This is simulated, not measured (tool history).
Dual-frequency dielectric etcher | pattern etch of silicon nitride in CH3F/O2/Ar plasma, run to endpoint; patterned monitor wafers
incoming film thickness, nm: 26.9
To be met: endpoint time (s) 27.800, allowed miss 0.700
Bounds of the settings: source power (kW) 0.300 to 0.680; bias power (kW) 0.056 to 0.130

| run | hour | source power (kW) | bias power (kW) | endpoint time (s) |
|---|---|---|---|---|
| 1 | 0.0 | 0.490 | 0.093 | 30.731 |
| 2 | 5.1 | 0.490 | 0.081 | 32.365 |
| 3 | 6.1 | 0.510 | 0.082 | 31.420 |
| 4 | 9.3 | 0.520 | 0.083 | 31.174 |
| 5 | 11.9 | 0.530 | 0.084 | 30.814 |
| 6 | 14.2 | 0.460 | 0.084 | 32.477 |
| 7 | 15.2 | 0.480 | 0.085 | 31.862 |
| 8 | 16.6 | 0.500 | 0.086 | 31.257 |

Which of these 5 next moves meets every target?
| A | 18.0 | 0.310 | 0.070 | ? |
| B | 18.0 | 0.620 | 0.111 | ? |
| C | 18.0 | 0.400 | 0.077 | ? |
| D | 18.0 | 0.650 | 0.118 | ? |
| E | 18.0 | 0.550 | 0.109 | ? |

| move | endpoint time (s) |
|---|---|
| A | 39.207 |
| B | 26.739 |
| C | 34.982 |
| D | 25.766 |
| E | 28.032 |
A: further off than the last run
B: takes the result that was furthest off past its target
C: further off than the last run
D: takes the result that was furthest off past its target
E: meets every target
Answer: E
